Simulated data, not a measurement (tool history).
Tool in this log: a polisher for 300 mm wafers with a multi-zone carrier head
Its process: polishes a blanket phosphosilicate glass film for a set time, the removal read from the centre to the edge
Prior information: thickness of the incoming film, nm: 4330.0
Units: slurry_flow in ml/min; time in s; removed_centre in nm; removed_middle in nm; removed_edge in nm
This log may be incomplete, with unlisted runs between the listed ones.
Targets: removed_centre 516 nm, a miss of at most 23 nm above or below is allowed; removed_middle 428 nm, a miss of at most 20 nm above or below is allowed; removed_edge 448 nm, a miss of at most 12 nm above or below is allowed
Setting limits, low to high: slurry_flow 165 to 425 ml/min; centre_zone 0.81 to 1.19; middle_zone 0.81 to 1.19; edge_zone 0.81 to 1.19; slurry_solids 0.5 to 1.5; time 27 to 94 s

Run 1, hour 0: slurry_flow 275 ml/min, centre_zone 1, middle_zone 1, edge_zone 1, slurry_solids 1, time 60 s. Result: removed_centre 601.5 nm, removed_middle 614.52 nm, removed_edge 583.26 nm.
Run 2, hour 1.4: slurry_flow 330 ml/min, centre_zone 1, middle_zone 1, edge_zone 1, slurry_solids 1, time 60 s. Result: removed_centre 606.93 nm, removed_middle 618.88 nm, removed_edge 593.12 nm.
Run 3, hour 7.4: slurry_flow 330 ml/min, centre_zone 1.01, middle_zone 0.98, edge_zone 0.99, slurry_solids 0.95, time 60 s. Result: removed_centre 592.02 nm, removed_middle 609.82 nm, removed_edge 583.45 nm.
Run 4, hour 13.4: slurry_flow 330 ml/min, centre_zone 1.01, middle_zone 0.98, edge_zone 0.99, slurry_solids 1.05, time 60 s. Result: removed_centre 622.98 nm, removed_middle 621.55 nm, removed_edge 603.11 nm.
Run 5, hour 15.1: slurry_flow 330 ml/min, centre_zone 1.01, middle_zone 0.98, edge_zone 0.99, slurry_solids 1.2, time 60 s. Result: removed_centre 646.11 nm, removed_middle 639.92 nm, removed_edge 626.67 nm.
Run 6, hour 17.3: slurry_flow 330 ml/min, centre_zone 1.01, middle_zone 0.93, edge_zone 0.99, slurry_solids 1.2, time 60 s. Result: removed_centre 646.49 nm, removed_middle 636.3 nm, removed_edge 633.14 nm.
Run 7, hour 18: slurry_flow 330 ml/min, centre_zone 1.03, middle_zone 0.92, edge_zone 0.99, slurry_solids 1.1, time 59 s. Result: removed_centre 631.28 nm, removed_middle 592.68 nm, removed_edge 607.69 nm.
Run 8, hour 20.1: slurry_flow 330 ml/min, centre_zone 1.03, middle_zone 0.92, edge_zone 0.99, slurry_solids 1.1, time 59 s. Result: removed_centre 634.94 nm, removed_middle 607.04 nm, removed_edge 603.86 nm.
Run 9, hour 27.9: slurry_flow 330 ml/min, centre_zone 1.04, middle_zone 0.91, edge_zone 1, slurry_solids 1.05, time 58 s. Result: removed_centre 622.47 nm, removed_middle 582.93 nm, removed_edge 590.48 nm.
Run 10, hour 34.8: slurry_flow 330 ml/min, centre_zone 1.05, middle_zone 0.9, edge_zone 1, slurry_solids 1, time 57 s. Result: removed_centre 587.38 nm, removed_middle 562.11 nm, removed_edge 572.45 nm.
Run 11, hour 38: slurry_flow 310 ml/min, centre_zone 1.15, middle_zone 0.81, edge_zone 0.9, slurry_solids 0.75, time 49 s. Result: removed_centre 511.29 nm, removed_middle 416.79 nm, removed_edge 423.03 nm.

Consider the 5 candidate settings below. Which is the only one whose results all fall within their allowed miss of target?
Run A, hour 41.2: slurry_flow 345 ml/min, centre_zone 1.19, middle_zone 0.86, edge_zone 0.92, slurry_solids 0.6, time 49 s. Result: removed_centre ?, removed_middle ?, removed_edge ?.
Run B, hour 41.2: slurry_flow 285 ml/min, centre_zone 1.17, middle_zone 0.93, edge_zone 0.81, slurry_solids 0.75, time 52 s. Result: removed_centre ?, removed_middle ?, removed_edge ?.
Run C, hour 41.2: slurry_flow 290 ml/min, centre_zone 1.07, middle_zone 1, edge_zone 0.88, slurry_solids 0.65, time 55 s. Result: removed_centre ?, removed_middle ?, removed_edge ?.
Run D, hour 41.2: slurry_flow 305 ml/min, centre_zone 1.19, middle_zone 0.88, edge_zone 0.82, slurry_solids 0.65, time 57 s. Result: removed_centre ?, removed_middle ?, removed_edge ?.
Run E, hour 41.2: slurry_flow 265 ml/min, centre_zone 1.12, middle_zone 0.81, edge_zone 0.96, slurry_solids 0.95, time 47 s. Result: removed_centre ?, removed_middle ?, removed_edge ?.

move  removed_centre  removed_middle  removed_edge
   A          509.39          395.17        403.16
   B          558.11          458.16        426.38
   C          517.69          482.22        448.34
   D           599.9          471.04        452.27
   E          514.79          414.04         445.7
A: lands further from the targets than the last run did
B: closes in on the targets versus the last run, not all within tolerance yet
C: the furthest-off result lands on target, but another misses its tolerance
D: the furthest-off result lands on target, but another misses its tolerance
E: all results land within tolerance of their targets
The right move is E.
